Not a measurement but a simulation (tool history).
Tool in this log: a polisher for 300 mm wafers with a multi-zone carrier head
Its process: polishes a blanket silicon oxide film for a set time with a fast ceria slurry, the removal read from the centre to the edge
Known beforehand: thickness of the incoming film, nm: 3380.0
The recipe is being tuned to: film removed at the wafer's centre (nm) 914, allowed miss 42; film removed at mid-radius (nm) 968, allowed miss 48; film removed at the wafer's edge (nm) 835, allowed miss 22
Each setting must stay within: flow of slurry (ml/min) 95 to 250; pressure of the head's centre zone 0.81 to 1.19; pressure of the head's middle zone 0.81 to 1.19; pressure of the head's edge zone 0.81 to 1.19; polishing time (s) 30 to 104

run  hour  flow of slurry (ml/min)  pressure of the head's centre zone  pressure of the head's middle zone  pressure of the head's edge zone  polishing time (s)  film removed at the wafer's centre (nm)  film removed at mid-radius (nm)  film removed at the wafer's edge (nm)
  1     0                      160                                   1                                   1                                 1                  67                                   1036.5                           994.85                                 1065.4
  2   1.3                      155                                   1                                1.02                              0.97                  66                                   998.67                           1010.8                                 1029.4
  3   4.4                      125                                   1                                1.02                              0.97                  66                                   967.38                           984.76                                 990.93
  4  11.2                      125                                1.05                                1.02                              0.97                  66                                   981.68                           983.17                                 995.94
  5  14.2                      125                                1.05                                1.02                              0.97                  77                                   1184.7                           1123.7                                 1158.5
  6  20.7                      120                                1.06                                1.03                              0.95                  75                                     1127                           1110.7                                 1100.1
     26.1  -- edge zone pressure recalibrated
  7  26.1                      120                                1.11                                1.06                              0.85                  59                                   939.59                           872.38                                 810.58
  8  32.8                      120                                 1.1                                1.07                              0.85                  59                                   937.66                           901.02                                 811.18
  9  38.6                      120                                1.09                                1.08                              0.85                  59                                    900.6                           898.78                                 810.42
 10  42.8                      140                                1.09                                1.14                              0.86                  60                                   952.32                           1004.8                                 834.13

Exercise: of the 4 proposed moves below, exactly one satisfies all targets within the stated allowed misses. Which move is it?
  A    47                      145                                1.14                                1.19                              0.84                  59                                        ?                                ?                                      ?
  B    47                       95                                1.09                                1.15                              0.83                  65                                        ?                                ?                                      ?
  C    47                      135                                1.14                                1.08                              0.87                  60                                        ?                                ?                                      ?
  D    47                      155                                1.12                                1.09                              0.81                  59                                        ?                                ?                                      ?

move  film removed at the wafer's centre (nm)  film removed at mid-radius (nm)  film removed at the wafer's edge (nm)
   A                                   1024.6                           1039.4                                 835.64
   B                                   938.01                           984.13                                 842.96
   C                                   1021.9                           956.41                                 852.62
   D                                     1022                           977.66                                 833.78
A: misses by more than the last run did
B: meets every target
C: misses by more than the last run did
D: misses by more than the last run did
Move B is the one to make.
